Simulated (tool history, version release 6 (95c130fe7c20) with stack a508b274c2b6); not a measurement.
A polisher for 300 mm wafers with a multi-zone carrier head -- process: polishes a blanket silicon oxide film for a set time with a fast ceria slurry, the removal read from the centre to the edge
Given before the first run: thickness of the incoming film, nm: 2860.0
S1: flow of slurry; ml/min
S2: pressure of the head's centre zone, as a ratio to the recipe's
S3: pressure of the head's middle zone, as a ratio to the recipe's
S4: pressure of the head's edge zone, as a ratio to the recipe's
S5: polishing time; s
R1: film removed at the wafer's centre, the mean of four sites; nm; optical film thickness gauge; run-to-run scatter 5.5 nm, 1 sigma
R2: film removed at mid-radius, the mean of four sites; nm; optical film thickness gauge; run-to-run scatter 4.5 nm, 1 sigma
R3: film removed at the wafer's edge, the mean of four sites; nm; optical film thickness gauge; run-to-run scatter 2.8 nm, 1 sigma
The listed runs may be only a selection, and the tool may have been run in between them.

{"run": 1, "day": 0.0, "S1": 210, "S2": 1, "S3": 1, "S4": 1, "S5": 32, "R1": 394.33, "R2": 422.57, "R3": 431.5}
{"run": 2, "day": 0.058, "S1": 210, "S2": 0.97, "S3": 1, "S4": 1, "S5": 32, "R1": 367.9, "R2": 422.86, "R3": 433.4}
{"run": 3, "day": 0.112, "S1": 210, "S2": 0.97, "S3": 1, "S4": 1, "S5": 26, "R1": 307.15, "R2": 345.91, "R3": 349.48}
{"run": 4, "day": 0.329, "S1": 210, "S2": 0.97, "S3": 1, "S4": 1, "S5": 32, "R1": 372.62, "R2": 417.97, "R3": 432.16}
{"run": 5, "day": 0.442, "S1": 210, "S2": 0.97, "S3": 1, "S4": 1, "S5": 37, "R1": 426.74, "R2": 491.49, "R3": 502.18}
{"run": 6, "day": 0.5, "S1": 210, "S2": 0.97, "S3": 1, "S4": 1.07, "S5": 37, "R1": 436.45, "R2": 499.42, "R3": 514.96}
{"run": 7, "day": 0.821, "S1": 210, "S2": 1, "S3": 1.04, "S4": 1.03, "S5": 34, "R1": 413.85, "R2": 466.07, "R3": 468.98}
{"run": 8, "day": 1.129, "S1": 210, "S2": 1.07, "S3": 1.14, "S4": 0.93, "S5": 28, "R1": 355.45, "R2": 414.92, "R3": 358.96}
{"run": 9, "day": 1.171, "S1": 210, "S2": 1.07, "S3": 1.14, "S4": 0.93, "S5": 28, "R1": 363.46, "R2": 410.63, "R3": 366.4}

Predict the results of run 10:
{"run": 10, "day": 1.225, "S1": 220, "S2": 1.08, "S3": 1.14, "S4": 0.94, "S5": 28, "R1": "?", "R2": "?", "R3": "?"}

R1: 362.59 nm
R2: 417.42 nm
R3: 367.2 nm
